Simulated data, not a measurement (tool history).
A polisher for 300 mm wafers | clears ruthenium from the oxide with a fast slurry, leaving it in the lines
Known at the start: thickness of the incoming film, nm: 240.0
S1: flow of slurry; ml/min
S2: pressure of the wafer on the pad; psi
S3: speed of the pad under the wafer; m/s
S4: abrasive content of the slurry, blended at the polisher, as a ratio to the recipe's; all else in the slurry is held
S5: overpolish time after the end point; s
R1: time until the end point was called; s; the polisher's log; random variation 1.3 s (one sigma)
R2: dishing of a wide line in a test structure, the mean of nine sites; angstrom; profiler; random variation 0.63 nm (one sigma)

run  hour   S1   S2    S3    S4  S5      R1      R2
  1     0  170  2.8  0.76     1  13  70.562  346.88
  2   3.9  170  2.8  0.62     1  13  80.852  316.74
  3   6.2  165  2.9   0.6  1.05  15  83.585  363.58
  4   9.1  165  2.9   0.6  0.85  15   89.23  339.62
  5    12  160  3.1   0.6  0.85  16  81.907  381.57
  6  20.3  160  3.1   0.6  0.85  10  81.454  251.52
  7  24.5  160  3.2  0.58  0.95  13  80.554  329.75

Run 8 comes next. What will it give?
  8  30.6  155  3.5  0.56  1.2  19   ?   ?

R1: 68.232 s
R2: 517.64 angstrom
